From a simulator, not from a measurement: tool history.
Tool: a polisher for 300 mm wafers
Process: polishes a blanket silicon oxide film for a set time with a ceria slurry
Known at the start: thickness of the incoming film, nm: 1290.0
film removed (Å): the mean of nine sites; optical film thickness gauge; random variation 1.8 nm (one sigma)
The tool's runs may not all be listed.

run    day  flow of slurry (ml/min)  pressure of the wafer on the pad (kPa)  speed of the pad under the wafer (cm/s)  polishing time (s)  film removed (Å)
  1      0                      200                                    16.5                                       96                  40              1290
  2  0.183                      200                                      20                                       96                  40            1545.7
  3  0.458                      200                                    17.9                                       96                  40            1400.6
  4  0.575                      200                                    17.9                                       76                  40            1103.5
  5  0.625                      200                                    17.9                                       94                  40            1383.1
  6  0.992                      200                                    14.5                                       94                  40            1126.9
  7  1.267                      200                                    15.9                                       94                  40            1223.9
  8  1.462                      200                                    15.9                                       94                  40            1205.3
  9  1.792                      200                                    17.2                                       94                  40              1324

Forecast run 10:
 10  2.112                      200                                    18.6                                       94                  40                 ?

film removed (Å): 1416.4
